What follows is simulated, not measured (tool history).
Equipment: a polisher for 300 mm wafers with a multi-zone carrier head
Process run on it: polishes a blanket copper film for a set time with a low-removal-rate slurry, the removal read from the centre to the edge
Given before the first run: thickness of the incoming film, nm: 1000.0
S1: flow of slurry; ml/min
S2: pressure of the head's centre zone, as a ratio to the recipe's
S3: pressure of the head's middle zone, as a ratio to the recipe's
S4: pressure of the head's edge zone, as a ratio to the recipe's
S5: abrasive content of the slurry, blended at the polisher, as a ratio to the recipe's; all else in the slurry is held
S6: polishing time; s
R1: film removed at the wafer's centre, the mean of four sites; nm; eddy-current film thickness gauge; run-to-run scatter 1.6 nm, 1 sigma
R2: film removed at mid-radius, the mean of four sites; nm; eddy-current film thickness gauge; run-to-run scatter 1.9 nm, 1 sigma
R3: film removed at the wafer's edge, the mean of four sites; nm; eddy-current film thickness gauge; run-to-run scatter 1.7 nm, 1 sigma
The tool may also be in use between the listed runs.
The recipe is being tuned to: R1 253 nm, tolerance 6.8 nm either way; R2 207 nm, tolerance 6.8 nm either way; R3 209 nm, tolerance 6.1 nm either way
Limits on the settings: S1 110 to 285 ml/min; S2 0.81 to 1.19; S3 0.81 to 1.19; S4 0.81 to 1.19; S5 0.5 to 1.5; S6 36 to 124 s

run    day   S1    S2    S3    S4   S5  S6      R1      R2      R3
  1      0  180     1     1     1    1  79  192.96   189.7  189.05
  2  0.333  155     1     1     1    1  79  187.01  184.17  185.18
  3  0.562  155  0.93     1     1    1  79  170.73  181.53  185.35
  4  0.883  155  0.93     1     1    1  93  204.67  219.16   217.1
  5  0.975  155  0.93     1     1    1  85  186.03  197.82  201.07
  6  1.062  155  0.93     1     1  1.1  85  190.93  203.86  205.11
  7  1.129  180  0.97  0.97  0.98  1.1  85  206.65  200.46  208.95
  8  1.446  230  1.07  0.98  0.88    1  85  231.28  210.94  198.97

Below are 5 possible settings for the next run. Only one of them brings all results inside the allowed miss of their targets. Which is it?
  A  1.762  225  0.97  0.99   0.9     1  83   ?   ?   ?
  B  1.762  230  1.08   0.9  0.91  0.85  88   ?   ?   ?
  C  1.762  260  0.96  0.84  0.92   1.1  93   ?   ?   ?
  D  1.762  245  1.16  0.97  0.84  0.95  86   ?   ?   ?
  E  1.762  225  1.12  0.94  0.91  0.95  90   ?   ?   ?

move      R1      R2      R3
   A  203.29  204.09  193.99
   B   231.1   192.2  199.06
   C  235.35  208.08  228.46
   D  252.02  207.28  193.98
   E  251.43  208.99  208.84
A: misses by more than the last run did
B: neither nearer nor further off than the last run
C: neither nearer nor further off than the last run
D: brings the result that was furthest off to its target, and leaves another outside
E: meets every target
E meets every target.

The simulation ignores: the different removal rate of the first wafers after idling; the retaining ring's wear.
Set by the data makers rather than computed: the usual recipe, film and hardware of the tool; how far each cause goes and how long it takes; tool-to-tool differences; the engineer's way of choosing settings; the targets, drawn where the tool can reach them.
